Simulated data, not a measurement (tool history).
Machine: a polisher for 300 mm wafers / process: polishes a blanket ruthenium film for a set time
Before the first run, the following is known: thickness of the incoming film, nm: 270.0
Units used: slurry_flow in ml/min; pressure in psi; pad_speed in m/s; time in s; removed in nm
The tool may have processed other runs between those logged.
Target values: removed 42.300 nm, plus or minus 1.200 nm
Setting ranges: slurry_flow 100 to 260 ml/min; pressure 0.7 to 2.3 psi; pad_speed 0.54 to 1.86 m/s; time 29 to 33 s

{"run": 1, "hour": 0.0, "slurry_flow": 165, "pressure": 1.5, "pad_speed": 1.18, "time": 33, "removed": 28.208}
{"run": 2, "hour": 6.4, "slurry_flow": 165, "pressure": 1.2, "pad_speed": 1.18, "time": 33, "removed": 22.716}
{"run": 3, "hour": 7.5, "slurry_flow": 185, "pressure": 1.2, "pad_speed": 1.18, "time": 33, "removed": 23.309}
{"run": 4, "hour": 12.1, "slurry_flow": 190, "pressure": 1.4, "pad_speed": 1.18, "time": 33, "removed": 26.91}
{"run": 5, "hour": 13.6, "slurry_flow": 190, "pressure": 1.4, "pad_speed": 1.0, "time": 33, "removed": 23.433}
{"run": 6, "hour": 20.9, "slurry_flow": 190, "pressure": 1.5, "pad_speed": 1.0, "time": 33, "removed": 25.114}
{"run": 7, "hour": 23.0, "slurry_flow": 195, "pressure": 1.6, "pad_speed": 1.0, "time": 33, "removed": 26.879}
{"run": 8, "hour": 24.9, "slurry_flow": 200, "pressure": 1.7, "pad_speed": 1.0, "time": 33, "removed": 28.734}
{"run": 9, "hour": 33.5, "slurry_flow": 205, "pressure": 1.8, "pad_speed": 1.0, "time": 33, "removed": 30.111}
{"run": 10, "hour": 36.8, "slurry_flow": 205, "pressure": 1.9, "pad_speed": 1.02, "time": 33, "removed": 32.341}
{"run": 11, "hour": 37.7, "slurry_flow": 205, "pressure": 2.0, "pad_speed": 1.02, "time": 33, "removed": 33.87}
{"run": 12, "hour": 39.6, "slurry_flow": 210, "pressure": 2.1, "pad_speed": 1.04, "time": 33, "removed": 36.904}
{"run": 13, "hour": 42.1, "slurry_flow": 215, "pressure": 2.1, "pad_speed": 1.04, "time": 33, "removed": 36.528}

Exactly one of the 4 candidate moves below puts every result within its allowed miss. Which one?
{"run": "A", "hour": 44.6, "slurry_flow": 230, "pressure": 2.3, "pad_speed": 1.08, "time": 33, "removed": "?"}
{"run": "B", "hour": 44.6, "slurry_flow": 210, "pressure": 2.0, "pad_speed": 1.04, "time": 31, "removed": "?"}
{"run": "C", "hour": 44.6, "slurry_flow": 240, "pressure": 2.3, "pad_speed": 1.18, "time": 33, "removed": "?"}
{"run": "D", "hour": 44.6, "slurry_flow": 220, "pressure": 2.0, "pad_speed": 1.02, "time": 31, "removed": "?"}

move=A removed=41.690
move=B removed=32.677
move=C removed=45.278
move=D removed=32.326
A: every result within its allowed miss
B: misses by more than the last run did
C: moves the result that the last run missed by most past its target, out the other side
D: misses by more than the last run did
The right move is A.
